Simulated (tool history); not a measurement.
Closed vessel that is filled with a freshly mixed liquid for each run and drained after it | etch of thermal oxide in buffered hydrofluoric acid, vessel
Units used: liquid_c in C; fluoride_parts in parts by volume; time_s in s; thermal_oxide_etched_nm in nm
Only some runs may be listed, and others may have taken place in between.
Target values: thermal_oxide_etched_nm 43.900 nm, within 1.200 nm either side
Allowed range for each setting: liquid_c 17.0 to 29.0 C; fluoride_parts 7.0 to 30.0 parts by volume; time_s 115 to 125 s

run 1 hour=0.0 | liquid_c=21.0 fluoride_parts=19.0 time_s=115 | thermal_oxide_etched_nm=59.955
run 2 hour=6.1 | liquid_c=22.5 fluoride_parts=19.0 time_s=115 | thermal_oxide_etched_nm=65.105
run 3 hour=13.4 | liquid_c=21.0 fluoride_parts=19.0 time_s=115 | thermal_oxide_etched_nm=59.025
run 4 hour=22.1 | liquid_c=23.5 fluoride_parts=19.0 time_s=115 | thermal_oxide_etched_nm=68.456
run 5 hour=28.3 | liquid_c=22.5 fluoride_parts=19.5 time_s=115 | thermal_oxide_etched_nm=63.063
run 6 hour=35.8 | liquid_c=22.5 fluoride_parts=19.5 time_s=125 | thermal_oxide_etched_nm=68.768
run 7 hour=37.8 | liquid_c=21.5 fluoride_parts=20.0 time_s=125 | thermal_oxide_etched_nm=63.063
run 8 hour=42.3 | liquid_c=21.0 fluoride_parts=20.5 time_s=125 | thermal_oxide_etched_nm=60.569
run 9 hour=45.0 | liquid_c=20.5 fluoride_parts=21.0 time_s=125 | thermal_oxide_etched_nm=58.161

Exactly one of the 4 candidate moves below puts every result within its allowed miss. Which one?
run A hour=47.7 | liquid_c=19.0 fluoride_parts=26.0 time_s=120 | thermal_oxide_etched_nm=?
run B hour=47.7 | liquid_c=17.0 fluoride_parts=19.0 time_s=115 | thermal_oxide_etched_nm=?
run C hour=47.7 | liquid_c=18.5 fluoride_parts=26.0 time_s=115 | thermal_oxide_etched_nm=?
run D hour=47.7 | liquid_c=19.5 fluoride_parts=24.5 time_s=120 | thermal_oxide_etched_nm=?

move=A thermal_oxide_etched_nm=44.192
move=B thermal_oxide_etched_nm=47.666
move=C thermal_oxide_etched_nm=41.166
move=D thermal_oxide_etched_nm=47.367
A: meets every target
B: nearer the targets than the last run, but a result is still out of spec
C: moves the result that the last run missed by most past its target, out the other side
D: nearer the targets than the last run, but a result is still out of spec
The right move is A.
